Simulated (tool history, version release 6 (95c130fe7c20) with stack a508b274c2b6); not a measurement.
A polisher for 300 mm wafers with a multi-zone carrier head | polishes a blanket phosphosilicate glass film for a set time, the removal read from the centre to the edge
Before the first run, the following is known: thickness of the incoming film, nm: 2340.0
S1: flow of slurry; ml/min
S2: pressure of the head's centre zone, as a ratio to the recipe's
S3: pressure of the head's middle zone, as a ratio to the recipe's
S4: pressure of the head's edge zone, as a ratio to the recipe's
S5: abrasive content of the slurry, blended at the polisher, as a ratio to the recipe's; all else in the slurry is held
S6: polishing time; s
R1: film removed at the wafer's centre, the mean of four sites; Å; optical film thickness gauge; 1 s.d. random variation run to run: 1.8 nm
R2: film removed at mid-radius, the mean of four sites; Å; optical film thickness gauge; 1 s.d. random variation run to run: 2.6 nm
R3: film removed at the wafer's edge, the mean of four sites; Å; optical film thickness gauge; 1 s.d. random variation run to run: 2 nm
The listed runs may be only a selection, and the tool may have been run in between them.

Run 1, hour 0: S1 135 ml/min, S2 1, S3 1, S4 1, S5 1, S6 38 s. Result: R1 2141.4 Å, R2 2190.8 Å, R3 2319.9 Å.
Run 2, hour 8.5: S1 135 ml/min, S2 1, S3 1, S4 1.07, S5 1, S6 38 s. Result: R1 2171.8 Å, R2 2170.1 Å, R3 2418.8 Å.
Run 3, hour 14.4: S1 125 ml/min, S2 0.96, S3 1.03, S4 1.04, S5 1, S6 38 s. Result: R1 2024 Å, R2 2199.2 Å, R3 2373 Å.
Run 4, hour 23: S1 95 ml/min, S2 0.96, S3 1.03, S4 1.04, S5 1, S6 38 s. Result: R1 1742.2 Å, R2 1924.1 Å, R3 2180.6 Å.
Run 5, hour 25.2: S1 95 ml/min, S2 0.96, S3 1.03, S4 1.04, S5 0.85, S6 38 s. Result: R1 1612.5 Å, R2 1767.8 Å, R3 1991.7 Å.
Run 6, hour 31.4: S1 95 ml/min, S2 0.96, S3 1.03, S4 1, S5 0.85, S6 38 s. Result: R1 1584.3 Å, R2 1769.7 Å, R3 1983.1 Å.

Run 7 comes next. What will it give?
Run 7, hour 36.2: S1 105 ml/min, S2 0.94, S3 1.06, S4 0.99, S5 0.85, S6 38 s. Result: R1 ?, R2 ?, R3 ?.

Run 7 came out at R1 1703.8 Å, R2 1874.3 Å, R3 1994.5 Å.

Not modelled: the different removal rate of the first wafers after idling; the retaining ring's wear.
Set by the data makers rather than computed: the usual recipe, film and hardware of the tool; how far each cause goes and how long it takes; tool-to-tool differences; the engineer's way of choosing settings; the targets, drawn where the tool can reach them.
